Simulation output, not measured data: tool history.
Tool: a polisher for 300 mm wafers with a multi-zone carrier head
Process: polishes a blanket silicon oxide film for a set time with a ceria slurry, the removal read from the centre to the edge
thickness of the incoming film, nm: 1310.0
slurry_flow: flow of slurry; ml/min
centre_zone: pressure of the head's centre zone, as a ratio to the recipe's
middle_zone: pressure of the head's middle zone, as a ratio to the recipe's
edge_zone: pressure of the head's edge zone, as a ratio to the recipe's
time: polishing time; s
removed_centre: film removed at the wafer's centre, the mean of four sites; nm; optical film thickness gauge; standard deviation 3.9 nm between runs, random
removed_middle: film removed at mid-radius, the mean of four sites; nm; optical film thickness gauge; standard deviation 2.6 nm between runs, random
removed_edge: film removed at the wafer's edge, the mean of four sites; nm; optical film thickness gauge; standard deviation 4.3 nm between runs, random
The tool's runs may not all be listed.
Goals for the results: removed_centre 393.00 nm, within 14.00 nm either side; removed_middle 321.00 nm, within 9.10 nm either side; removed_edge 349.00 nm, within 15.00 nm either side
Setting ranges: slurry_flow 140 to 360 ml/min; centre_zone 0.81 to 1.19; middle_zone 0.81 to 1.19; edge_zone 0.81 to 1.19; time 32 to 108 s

run,hour,slurry_flow,centre_zone,middle_zone,edge_zone,time,removed_centre,removed_middle,removed_edge
1,0.0,230,1.00,1.00,1.00,70,257.10,280.82,272.79
2,1.5,240,1.03,0.99,1.01,72,271.96,281.07,274.53
3,5.3,240,1.05,0.98,1.03,75,291.01,288.82,298.08
4,10.2,240,1.05,0.93,1.03,75,289.18,275.83,290.02
5,11.2,245,1.07,0.94,1.04,76,300.07,288.54,299.97
6,14.2,225,1.07,0.94,1.04,76,291.06,285.07,296.78
7,22.1,240,1.09,0.95,1.05,77,309.59,289.02,306.52
8,27.9,250,1.10,0.96,1.06,77,316.12,291.09,312.49
9,32.8,315,1.19,0.97,1.05,83,368.04,327.54,342.01

Below are 4 possible settings for the next run. Only one of them brings all results inside the allowed miss of their targets. Which is it?
A,37.7,285,1.19,0.90,1.04,87,?,?,?
B,37.7,275,1.07,0.98,1.15,87,?,?,?
C,37.7,315,1.11,0.94,1.13,87,?,?,?
D,37.7,250,1.05,0.98,1.10,86,?,?,?

move,removed_centre,removed_middle,removed_edge
A,393.36,318.42,348.83
B,352.09,340.89,365.64
C,370.40,333.25,366.01
D,337.85,333.83,350.76
A: all results land within tolerance of their targets
B: its largest miss is bigger than the last run's
C: nearer the targets than the last run, but a result is still out of spec
D: its largest miss is bigger than the last run's
A is the move that brings every result within its allowed miss.
